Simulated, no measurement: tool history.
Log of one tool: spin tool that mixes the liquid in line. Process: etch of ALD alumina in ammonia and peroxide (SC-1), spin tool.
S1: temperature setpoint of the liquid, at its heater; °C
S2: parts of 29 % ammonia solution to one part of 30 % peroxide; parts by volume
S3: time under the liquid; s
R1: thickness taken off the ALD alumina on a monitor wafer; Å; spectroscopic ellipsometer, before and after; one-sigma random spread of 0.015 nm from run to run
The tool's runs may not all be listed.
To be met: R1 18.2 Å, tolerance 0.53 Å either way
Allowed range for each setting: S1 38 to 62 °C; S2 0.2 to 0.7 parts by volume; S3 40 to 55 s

run	hour	S1	S2	S3	R1
1	0	46	0.4	55	29.362
2	7.4	46	0.4	55	29.125
3	12.3	44	0.4	55	26.361
4	16.2	47.5	0.4	55	31.793
5	19.9	41.5	0.4	55	22.694
6	27.7	41.5	0.4	55	22.581
7	30.2	40.5	0.4	55	21.43
8	34.3	40	0.4	55	20.355
9	37.7	39.5	0.4	55	20.448
10	42.1	38	0.35	50	16.669
11	50.3	38.5	0.35	50	16.981
12	54.7	39	0.35	50	17.655

Exercise: of the 5 proposed moves below, exactly one satisfies all targets within the stated allowed misses. Which move is it?
A	59.1	39	0.35	55	?
B	59.1	38	0.4	50	?
C	59.1	38.5	0.3	50	?
D	59.1	43	0.5	40	?
E	59.1	38.5	0.35	50	?

move	R1
A	19.361
B	16.794
C	16.834
D	18.418
E	17.084
A: the result that was furthest off in the last run now lies on the other side of its target
B: further off than the last run
C: further off than the last run
D: all results land within tolerance of their targets
E: further off than the last run
Go with D: it meets all targets.
